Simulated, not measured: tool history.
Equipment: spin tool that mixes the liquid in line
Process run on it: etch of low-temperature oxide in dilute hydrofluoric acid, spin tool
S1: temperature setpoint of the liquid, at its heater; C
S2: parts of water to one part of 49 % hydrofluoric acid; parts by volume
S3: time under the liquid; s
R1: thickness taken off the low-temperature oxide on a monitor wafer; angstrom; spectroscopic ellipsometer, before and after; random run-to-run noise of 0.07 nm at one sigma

run    day    S1   S2  S3      R1
  1      0    25  240  80  45.938
  2  0.042    25  240  60  34.167
  3  0.258    25  160  60  56.046
  4  0.571  26.5  150  60  63.294
  5  0.867    28  145  60  69.381
  6  1.138    28  145  60  69.743
  7  1.296    29  145  60  72.003
  8  1.362    30  140  60  78.671
  9  1.554  30.5  140  60  80.334
 10  1.588    31  140  60  81.459

What does the tool deliver on the next run?
 11  1.858  31.5  140  60   ?

For run 11 the tool returned R1 83.773 angstrom.

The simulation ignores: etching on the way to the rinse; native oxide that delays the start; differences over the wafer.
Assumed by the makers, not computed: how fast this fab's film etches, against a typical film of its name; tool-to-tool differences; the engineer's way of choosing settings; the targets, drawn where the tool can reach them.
